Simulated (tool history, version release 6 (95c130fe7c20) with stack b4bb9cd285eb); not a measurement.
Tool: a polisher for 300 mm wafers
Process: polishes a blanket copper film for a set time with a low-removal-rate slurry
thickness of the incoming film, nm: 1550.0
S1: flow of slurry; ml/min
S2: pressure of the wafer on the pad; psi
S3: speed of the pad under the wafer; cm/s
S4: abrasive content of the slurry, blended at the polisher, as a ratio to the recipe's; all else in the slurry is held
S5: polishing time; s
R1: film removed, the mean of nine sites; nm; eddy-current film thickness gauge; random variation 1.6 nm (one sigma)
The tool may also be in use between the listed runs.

run	hour	S1	S2	S3	S4	S5	R1
1	0	155	2.1	82	1	118	170.26
2	0.7	120	2.1	82	1	118	162.06
3	5.4	120	2.1	70	1	118	136.48
4	12.5	120	2.1	70	1	123	146.69
5	21	120	1.7	70	1	123	117.53
6	29.2	120	2.1	70	1	123	139.77

The next listed run, before its measurement:
7	33.3	120	2	70	1	123	?

Run 7 gave R1 137.22 nm.

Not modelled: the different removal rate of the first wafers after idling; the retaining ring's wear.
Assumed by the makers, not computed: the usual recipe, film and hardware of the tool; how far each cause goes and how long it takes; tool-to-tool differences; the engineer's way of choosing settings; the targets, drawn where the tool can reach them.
